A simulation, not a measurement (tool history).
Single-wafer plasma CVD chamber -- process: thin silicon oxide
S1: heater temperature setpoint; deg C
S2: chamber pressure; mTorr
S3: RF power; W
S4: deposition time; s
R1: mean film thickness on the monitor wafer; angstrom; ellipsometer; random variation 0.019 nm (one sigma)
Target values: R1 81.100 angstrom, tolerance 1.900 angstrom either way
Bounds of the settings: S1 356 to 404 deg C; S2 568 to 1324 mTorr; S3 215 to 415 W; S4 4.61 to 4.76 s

run  hour   S1   S2   S3    S4       R1
  1   0.0  380  946  315  4.61  102.320
  2   3.0  380  898  315  4.61   99.092
  3   5.6  380  853  315  4.61   95.648
  4  13.2  380  853  355  4.61   99.303
  5  18.4  388  853  355  4.61   98.628
  6  25.8  388  698  355  4.61   87.217
  7  34.3  388  682  355  4.61   85.676
  8  38.7  388  671  355  4.61   84.452

Exercise: of the 4 proposed moves below, exactly one satisfies all targets within the stated allowed misses. Which move is it?
  A  43.1  389  649  410  4.61   ?
  B  43.1  386  688  375  4.61   ?
  C  43.1  386  610  390  4.61   ?
  D  43.1  391  753  330  4.61   ?

move      R1
   A  86.245
   B  87.769
   C  81.768
   D  89.399
A: moves away from the targets compared with the last run
B: moves away from the targets compared with the last run
C: every result within its allowed miss
D: moves away from the targets compared with the last run
Go with C: it meets all targets.
